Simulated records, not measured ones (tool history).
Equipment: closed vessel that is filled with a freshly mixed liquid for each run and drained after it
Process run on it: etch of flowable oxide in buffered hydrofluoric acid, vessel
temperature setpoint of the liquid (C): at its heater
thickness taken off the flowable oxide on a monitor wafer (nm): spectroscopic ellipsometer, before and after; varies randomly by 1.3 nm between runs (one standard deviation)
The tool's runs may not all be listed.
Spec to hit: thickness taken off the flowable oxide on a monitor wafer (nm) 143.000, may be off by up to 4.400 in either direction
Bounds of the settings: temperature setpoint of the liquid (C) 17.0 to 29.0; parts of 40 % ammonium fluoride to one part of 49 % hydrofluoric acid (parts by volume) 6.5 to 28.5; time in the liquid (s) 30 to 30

run,day,temperature setpoint of the liquid (C),parts of 40 % ammonium fluoride to one part of 49 % hydrofluoric acid (parts by volume),time in the liquid (s),thickness taken off the flowable oxide on a monitor wafer (nm)
1,0.000,21.0,17.5,30,59.550
2,0.250,21.0,17.5,30,57.987
3,0.571,21.0,20.0,30,51.524
4,0.888,21.0,16.5,30,62.837
5,1.162,21.0,12.0,30,86.279
6,1.254,22.0,12.0,30,90.376
7,1.508,23.0,12.0,30,94.036
8,1.854,27.0,9.0,30,153.980
9,2.150,26.5,9.0,30,146.280

Which one of the following 4 next-run settings gets every result inside its allowed miss? There is exactly one.
A,2.446,25.5,8.5,30,?
B,2.446,27.0,9.0,30,?
C,2.446,26.5,9.5,30,?
D,2.446,26.5,8.5,30,?

move,thickness taken off the flowable oxide on a monitor wafer (nm)
A,149.960
B,152.760
C,143.770
D,158.250
A: its largest miss is bigger than the last run's
B: its largest miss is bigger than the last run's
C: all results land within tolerance of their targets
D: its largest miss is bigger than the last run's
So the answer is move C, the one that meets all the targets.
